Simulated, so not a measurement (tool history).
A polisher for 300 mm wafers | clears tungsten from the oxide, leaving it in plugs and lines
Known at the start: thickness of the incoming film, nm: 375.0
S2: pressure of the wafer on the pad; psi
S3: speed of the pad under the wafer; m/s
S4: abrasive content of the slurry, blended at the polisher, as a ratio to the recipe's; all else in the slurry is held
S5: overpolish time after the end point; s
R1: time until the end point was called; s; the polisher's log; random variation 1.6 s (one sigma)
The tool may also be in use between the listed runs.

run 1 hour=0 | flow_of_slurry_(ml/min)=175 S2=2.3 S3=1.26 S4=1 S5=9 | R1=87.541
run 2 hour=5.6 | flow_of_slurry_(ml/min)=175 S2=2.3 S3=1 S4=1 S5=9 | R1=106.11
run 3 hour=11.1 | flow_of_slurry_(ml/min)=175 S2=2.3 S3=1.2 S4=1 S5=9 | R1=90.076
run 4 hour=12.5 | flow_of_slurry_(ml/min)=175 S2=2.8 S3=1.2 S4=1 S5=9 | R1=78.123
run 5 hour=20.4 | flow_of_slurry_(ml/min)=175 S2=2.5 S3=1.18 S4=1 S5=9 | R1=85.853
run 6 hour=22.4 | flow_of_slurry_(ml/min)=205 S2=2.5 S3=1.18 S4=1 S5=9 | R1=85.179
run 7 hour=30.4 | flow_of_slurry_(ml/min)=205 S2=1.9 S3=1.14 S4=1 S5=9 | R1=108.01

Run 8 comes next. What will it give?
run 8 hour=35.3 | flow_of_slurry_(ml/min)=205 S2=1.7 S3=1.14 S4=1 S5=9 | R1=?

R1: 114.62 s
